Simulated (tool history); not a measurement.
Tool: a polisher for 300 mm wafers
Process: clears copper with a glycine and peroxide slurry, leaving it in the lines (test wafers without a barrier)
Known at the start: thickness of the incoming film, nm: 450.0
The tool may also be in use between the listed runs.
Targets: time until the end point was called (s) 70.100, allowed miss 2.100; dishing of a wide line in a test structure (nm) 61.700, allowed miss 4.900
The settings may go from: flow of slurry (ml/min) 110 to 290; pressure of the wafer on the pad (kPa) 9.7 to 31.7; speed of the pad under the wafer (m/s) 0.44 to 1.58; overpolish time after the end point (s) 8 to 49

run,hour,flow of slurry (ml/min),pressure of the wafer on the pad (kPa),speed of the pad under the wafer (m/s),overpolish time after the end point (s),time until the end point was called (s),dishing of a wide line in a test structure (nm)
1,0.0,185,20.7,1.00,25,91.250,82.025
2,6.6,195,22.8,1.00,20,83.641,72.003
3,11.3,195,22.8,1.00,25,84.927,85.896
4,12.1,195,24.1,1.00,20,81.542,74.630
5,12.8,175,24.1,1.00,20,82.853,72.433
6,14.9,175,24.1,1.00,10,83.233,42.350
7,17.0,195,25.5,1.00,11,78.433,47.881
8,19.0,210,29.0,1.00,16,70.107,71.542
9,21.1,210,29.0,1.00,15,69.130,70.598

Which of these 4 next moves meets every target?
A,23.2,205,29.6,1.06,14,?,?
B,23.2,245,31.7,0.96,14,?,?
C,23.2,285,25.5,1.16,16,?,?
D,23.2,195,28.3,1.04,14,?,?

move,time until the end point was called (s),dishing of a wide line in a test structure (nm)
A,64.665,69.127
B,65.336,68.828
C,64.786,76.389
D,68.797,65.502
A: further off than the last run
B: further off than the last run
C: further off than the last run
D: meets every target
The right move is D.

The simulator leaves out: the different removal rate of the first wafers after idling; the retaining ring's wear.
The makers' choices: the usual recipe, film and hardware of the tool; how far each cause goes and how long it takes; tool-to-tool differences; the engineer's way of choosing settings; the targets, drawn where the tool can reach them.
